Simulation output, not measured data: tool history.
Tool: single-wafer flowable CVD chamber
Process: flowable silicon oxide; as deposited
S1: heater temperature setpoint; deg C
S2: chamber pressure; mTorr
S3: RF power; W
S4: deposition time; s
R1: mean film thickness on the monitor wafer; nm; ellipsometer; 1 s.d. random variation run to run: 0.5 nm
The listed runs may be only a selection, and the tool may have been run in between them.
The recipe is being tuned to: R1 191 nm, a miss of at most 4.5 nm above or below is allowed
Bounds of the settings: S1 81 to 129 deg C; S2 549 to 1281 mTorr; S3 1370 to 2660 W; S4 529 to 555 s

run  hour   S1   S2    S3   S4      R1
  1     0  105  915  2015  555  299.97
  2   3.6  113  915  2015  555  232.28
  3   7.9  107  915  2015  555  282.04
  4  12.8  107  915  2015  555  280.88
  5  18.5  110  914  2015  555  253.69
  6  26.7  112  914  2015  555  239.45
  7  31.4  113  914  2015  555   230.6
  8  39.7  114  914  2015  555  224.48
  9  40.5  115  914  2015  555  217.99
 10  45.2  116  914  2015  555  211.66
 11  46.1  117  914  2015  555   204.9
 12  48.2  118  914  2015  555  198.95

4 candidate next runs follow, results not yet known. Just one meets every target within its allowed miss. Identify it.
  A  50.3  120  924  2045  555   ?
  B  50.3  119  874  2045  529   ?
  C  50.3  118  936  2085  555   ?
  D  50.3  121  909  1970  555   ?

move      R1
   A  188.47
   B  175.44
   C  203.36
   D  179.38
A: hits every target within its allowed miss
B: takes the result that was furthest off past its target
C: the biggest miss grows against the last run
D: takes the result that was furthest off past its target
A meets every target.
